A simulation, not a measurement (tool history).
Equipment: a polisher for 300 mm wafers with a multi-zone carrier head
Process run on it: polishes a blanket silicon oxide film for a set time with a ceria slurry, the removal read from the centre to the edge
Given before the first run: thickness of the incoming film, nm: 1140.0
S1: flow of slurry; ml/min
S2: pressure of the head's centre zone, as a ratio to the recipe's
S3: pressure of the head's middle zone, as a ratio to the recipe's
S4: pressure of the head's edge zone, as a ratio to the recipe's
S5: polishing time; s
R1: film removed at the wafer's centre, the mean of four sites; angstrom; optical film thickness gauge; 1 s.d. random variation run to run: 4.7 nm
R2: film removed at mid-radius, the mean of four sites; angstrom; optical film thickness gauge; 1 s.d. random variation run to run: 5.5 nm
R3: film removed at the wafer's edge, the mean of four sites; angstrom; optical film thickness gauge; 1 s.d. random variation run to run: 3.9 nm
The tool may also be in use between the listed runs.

Run 1, hour 0.0: S1 290 ml/min, S2 1.00, S3 1.00, S4 1.00, S5 82 s. Result: R1 3037.4 angstrom, R2 3052.7 angstrom, R3 3049.7 angstrom.
Run 2, hour 7.1: S1 295 ml/min, S2 1.03, S3 1.02, S4 1.01, S5 85 s. Result: R1 3250.7 angstrom, R2 3105.3 angstrom, R3 3185.8 angstrom.
Run 3, hour 13.8: S1 295 ml/min, S2 1.03, S3 1.02, S4 1.07, S5 85 s. Result: R1 3286.8 angstrom, R2 3083.9 angstrom, R3 3279.9 angstrom.
Run 4, hour 16.8: S1 295 ml/min, S2 1.03, S3 1.02, S4 1.15, S5 85 s. Result: R1 3190.4 angstrom, R2 3203.6 angstrom, R3 3358.2 angstrom.
Run 5, hour 23.2: S1 295 ml/min, S2 1.03, S3 1.02, S4 1.19, S5 85 s. Result: R1 3230.7 angstrom, R2 3194.3 angstrom, R3 3418.6 angstrom.
Run 6, hour 26.7: S1 295 ml/min, S2 1.03, S3 1.02, S4 1.19, S5 70 s. Result: R1 2667.8 angstrom, R2 2550.8 angstrom, R3 2872.6 angstrom.
Run 7, hour 33.9: S1 300 ml/min, S2 1.05, S3 1.04, S4 1.18, S5 75 s. Result: R1 2966.8 angstrom, R2 2812.7 angstrom, R3 3001.4 angstrom.
Run 8, hour 41.2: S1 305 ml/min, S2 1.06, S3 1.05, S4 1.18, S5 80 s. Result: R1 3166.1 angstrom, R2 3027.0 angstrom, R3 3204.1 angstrom.
Run 9, hour 44.3: S1 310 ml/min, S2 1.08, S3 1.07, S4 1.17, S5 84 s. Result: R1 3394.7 angstrom, R2 3279.1 angstrom, R3 3349.0 angstrom.
Run 10, hour 51.7: S1 315 ml/min, S2 1.10, S3 1.08, S4 1.16, S5 87 s. Result: R1 3619.6 angstrom, R2 3447.1 angstrom, R3 3416.6 angstrom.
Run 11, hour 60.0: S1 320 ml/min, S2 1.11, S3 1.09, S4 1.16, S5 90 s. Result: R1 3749.9 angstrom, R2 3543.7 angstrom, R3 3584.3 angstrom.
Run 12, hour 68.0: S1 320 ml/min, S2 1.12, S3 1.11, S4 1.15, S5 92 s. Result: R1 3833.8 angstrom, R2 3627.7 angstrom, R3 3677.7 angstrom.
Run 13, hour 72.4: S1 340 ml/min, S2 1.13, S3 1.12, S4 1.12, S5 94 s. Result: R1 3912.4 angstrom, R2 3822.0 angstrom, R3 3740.4 angstrom.
Run 14, hour 74.3: S1 330 ml/min, S2 1.14, S3 1.13, S4 1.10, S5 96 s. Result: R1 4119.2 angstrom, R2 3902.3 angstrom, R3 3757.1 angstrom.
Run 15, hour 83.0: S1 330 ml/min, S2 1.15, S3 1.14, S4 1.09, S5 98 s. Result: R1 4231.6 angstrom, R2 4002.0 angstrom, R3 3768.1 angstrom.
Run 16, hour 90.3: S1 330 ml/min, S2 1.16, S3 1.15, S4 1.09, S5 100 s. Result: R1 4390.4 angstrom, R2 4178.2 angstrom, R3 3909.9 angstrom.
Run 17, hour 94.0: S1 325 ml/min, S2 1.16, S3 1.16, S4 1.08, S5 101 s. Result: R1 4465.7 angstrom, R2 4187.6 angstrom, R3 3865.6 angstrom.
Run 18, hour 95.7: S1 325 ml/min, S2 1.16, S3 1.16, S4 1.08, S5 102 s. Result: R1 4439.5 angstrom, R2 4249.0 angstrom, R3 3867.5 angstrom.
Run 19, hour 98.1: S1 325 ml/min, S2 1.16, S3 1.16, S4 1.08, S5 103 s. Result: R1 4538.8 angstrom, R2 4254.8 angstrom, R3 3993.5 angstrom.
Run 20, hour 106.2: S1 330 ml/min, S2 1.16, S3 1.16, S4 1.07, S5 104 s. Result: R1 4573.0 angstrom, R2 4299.0 angstrom, R3 3995.0 angstrom.

Predict the results of run 21:
Run 21, hour 112.9: S1 330 ml/min, S2 1.16, S3 1.16, S4 1.06, S5 105 s. Result: R1 ?, R2 ?, R3 ?.

For run 21 the tool returned R1 4628.4 angstrom, R2 4446.3 angstrom, R3 4056.2 angstrom.
